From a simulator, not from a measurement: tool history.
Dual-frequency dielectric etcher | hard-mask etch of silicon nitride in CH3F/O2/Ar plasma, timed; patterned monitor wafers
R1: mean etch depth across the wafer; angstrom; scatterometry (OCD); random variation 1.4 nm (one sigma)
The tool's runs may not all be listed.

{"run": 1, "hour": 0.0, "source power (kW)": 0.46, "bias power (kW)": 0.101, "etch time (s)": 193.5, "R1": 1693.7}
{"run": 2, "hour": 0.9, "source power (kW)": 0.46, "bias power (kW)": 0.116, "etch time (s)": 193.5, "R1": 1770.8}
{"run": 3, "hour": 3.5, "source power (kW)": 0.5, "bias power (kW)": 0.119, "etch time (s)": 194.0, "R1": 1883.8}
{"run": 4, "hour": 5.1, "source power (kW)": 0.5, "bias power (kW)": 0.119, "etch time (s)": 202.0, "R1": 1981.7}
{"run": 5, "hour": 9.0, "source power (kW)": 0.46, "bias power (kW)": 0.119, "etch time (s)": 202.0, "R1": 1882.1}
{"run": 6, "hour": 14.1, "source power (kW)": 0.46, "bias power (kW)": 0.105, "etch time (s)": 202.0, "R1": 1786.6}

Forecast run 7:
{"run": 7, "hour": 19.2, "source power (kW)": 0.5, "bias power (kW)": 0.107, "etch time (s)": 202.0, "R1": "?"}

Run 7 gave R1 1899.6 angstrom.
